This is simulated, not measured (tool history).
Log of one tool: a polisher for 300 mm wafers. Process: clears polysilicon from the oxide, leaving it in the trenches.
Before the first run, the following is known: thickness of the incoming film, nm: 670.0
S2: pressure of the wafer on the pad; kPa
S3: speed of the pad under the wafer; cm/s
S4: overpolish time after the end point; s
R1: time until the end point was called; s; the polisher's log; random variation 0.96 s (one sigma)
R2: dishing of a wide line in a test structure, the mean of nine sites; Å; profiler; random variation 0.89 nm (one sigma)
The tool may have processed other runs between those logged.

run 1 hour=0 | flow_of_slurry_(ml/min)=140 S2=20 S3=120 S4=24 | R1=45.501 R2=610.49
run 2 hour=7.1 | flow_of_slurry_(ml/min)=140 S2=17.9 S3=120 S4=22 | R1=48.675 R2=610.1
run 3 hour=10 | flow_of_slurry_(ml/min)=140 S2=17.9 S3=120 S4=19 | R1=49.863 R2=624.79
run 4 hour=13.9 | flow_of_slurry_(ml/min)=115 S2=17.9 S3=120 S4=19 | R1=51.988 R2=600.07
run 5 hour=15.9 | flow_of_slurry_(ml/min)=115 S2=17.9 S3=120 S4=9 | R1=51.762 R2=538.22
run 6 hour=16.7 | flow_of_slurry_(ml/min)=115 S2=16.5 S3=120 S4=10 | R1=56.087 R2=535.55
run 7 hour=24.6 | flow_of_slurry_(ml/min)=115 S2=15.2 S3=120 S4=12 | R1=60.306 R2=578.03
run 8 hour=29.9 | flow_of_slurry_(ml/min)=110 S2=14.5 S3=120 S4=11 | R1=64.81 R2=549.07
run 9 hour=33.5 | flow_of_slurry_(ml/min)=110 S2=13.8 S3=120 S4=12 | R1=65.174 R2=542.33
run 10 hour=38.5 | flow_of_slurry_(ml/min)=110 S2=13.1 S3=120 S4=14 | R1=68.508 R2=559.4
run 11 hour=41.2 | flow_of_slurry_(ml/min)=110 S2=12.4 S3=120 S4=15 | R1=72.218 R2=554.75

What does the tool deliver on the next run?
run 12 hour=45.5 | flow_of_slurry_(ml/min)=110 S2=11.7 S3=120 S4=17 | R1=? R2=?

Logged for run 12: R1 77.381 s, R2 567.2 Å.
